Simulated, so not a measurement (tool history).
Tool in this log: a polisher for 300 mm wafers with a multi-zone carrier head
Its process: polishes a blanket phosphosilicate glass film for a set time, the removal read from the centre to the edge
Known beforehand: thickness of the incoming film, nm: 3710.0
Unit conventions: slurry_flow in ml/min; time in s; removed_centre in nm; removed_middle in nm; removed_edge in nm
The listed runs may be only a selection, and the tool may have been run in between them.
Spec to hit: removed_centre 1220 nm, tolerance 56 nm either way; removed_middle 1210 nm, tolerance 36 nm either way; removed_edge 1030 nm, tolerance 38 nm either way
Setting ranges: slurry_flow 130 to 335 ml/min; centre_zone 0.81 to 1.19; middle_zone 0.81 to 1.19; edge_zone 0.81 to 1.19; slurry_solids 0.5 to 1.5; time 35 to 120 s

run  hour  slurry_flow  centre_zone  middle_zone  edge_zone  slurry_solids  time  removed_centre  removed_middle  removed_edge
  1     0          215            1            1          1              1    77          1110.5          1122.6        1140.7
  2   4.7          215            1         0.95          1              1    77          1122.9          1071.1        1137.5
  3   6.2          215            1         0.89          1              1    77          1124.5          1020.9        1143.8
  4  12.5          215         0.94         0.89          1              1    77          1048.6          1011.9        1149.5
  5  15.3          215         0.86         0.89          1              1    77          953.75          1037.3        1143.1
  6  16.1          260         0.86         0.89          1              1    77           988.9          1047.5        1154.5
  7  19.5          280         0.92         0.95       0.94              1    77            1073          1132.9        1143.1
  8  24.3          295         0.97         0.99        0.9           0.95    77          1142.2          1141.1        1126.2
  9  33.2          305            1         1.04       0.87            0.9    76          1107.2          1145.6        1049.5
 10  33.9          310         1.03         1.06       0.85            0.9    76          1143.1          1180.7        1029.7
 11  36.5          315         1.05         1.06       0.85            0.9    76          1142.7          1163.2        1021.6
 12  37.2          315         1.07         1.07       0.85            0.9    76          1224.4          1181.3        1037.2

Exactly one of the 5 candidate moves below puts every result within its allowed miss. Which one?
  A  37.9          305         1.13         1.06       0.91           0.85    76               ?               ?             ?
  B  37.9          275         1.06            1       0.83            1.1    71               ?               ?             ?
  C  37.9          310         1.16         1.11       0.87           1.05    66               ?               ?             ?
  D  37.9          335         1.09         0.99       0.86            0.7    92               ?               ?             ?
  E  37.9          205         1.17         1.19       0.93              1    72               ?               ?             ?

move  removed_centre  removed_middle  removed_edge
   A          1218.8          1123.4        1033.1
   B          1209.9          1134.7        1055.8
   C          1225.9          1143.9        989.69
   D            1268          1143.2        1083.3
   E          1221.5          1208.3          1032
A: the biggest miss grows against the last run
B: the biggest miss grows against the last run
C: the biggest miss grows against the last run
D: the biggest miss grows against the last run
E: in spec on every target
Answer: E
